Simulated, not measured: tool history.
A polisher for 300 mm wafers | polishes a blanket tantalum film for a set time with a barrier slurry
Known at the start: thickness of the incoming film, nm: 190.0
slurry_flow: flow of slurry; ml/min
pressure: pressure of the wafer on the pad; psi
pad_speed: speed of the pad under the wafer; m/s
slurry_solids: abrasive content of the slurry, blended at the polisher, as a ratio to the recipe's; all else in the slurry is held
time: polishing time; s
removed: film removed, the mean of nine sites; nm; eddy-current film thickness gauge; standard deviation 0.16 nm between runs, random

{"run": 1, "day": 0.0, "slurry_flow": 155, "pressure": 2.3, "pad_speed": 0.96, "slurry_solids": 1, "time": 19, "removed": 41.213}
{"run": 2, "day": 0.092, "slurry_flow": 155, "pressure": 2.3, "pad_speed": 0.96, "slurry_solids": 1.1, "time": 19, "removed": 42.574}
{"run": 3, "day": 0.317, "slurry_flow": 190, "pressure": 2.3, "pad_speed": 0.96, "slurry_solids": 1.1, "time": 19, "removed": 43.528}
{"run": 4, "day": 0.383, "slurry_flow": 190, "pressure": 2.1, "pad_speed": 0.9, "slurry_solids": 1.1, "time": 19, "removed": 38.701}
{"run": 5, "day": 0.462, "slurry_flow": 190, "pressure": 2, "pad_speed": 0.84, "slurry_solids": 1.1, "time": 19, "removed": 34.29}
{"run": 6, "day": 0.629, "slurry_flow": 190, "pressure": 1.9, "pad_speed": 0.8, "slurry_solids": 1.1, "time": 19, "removed": 32.049}
{"run": 7, "day": 0.825, "slurry_flow": 190, "pressure": 1.9, "pad_speed": 0.8, "slurry_solids": 1.1, "time": 19, "removed": 30.989}
{"run": 8, "day": 0.858, "slurry_flow": 185, "pressure": 1.8, "pad_speed": 0.78, "slurry_solids": 1.1, "time": 19, "removed": 29.159}
{"run": 9, "day": 0.938, "slurry_flow": 175, "pressure": 1.2, "pad_speed": 0.5, "slurry_solids": 1.05, "time": 19, "removed": 14.242}

What does the tool deliver on the next run?
{"run": 10, "day": 0.983, "slurry_flow": 180, "pressure": 1.2, "pad_speed": 0.5, "slurry_solids": 1.05, "time": 19, "removed": "?"}

{"run 10": {"removed": 14.156}}
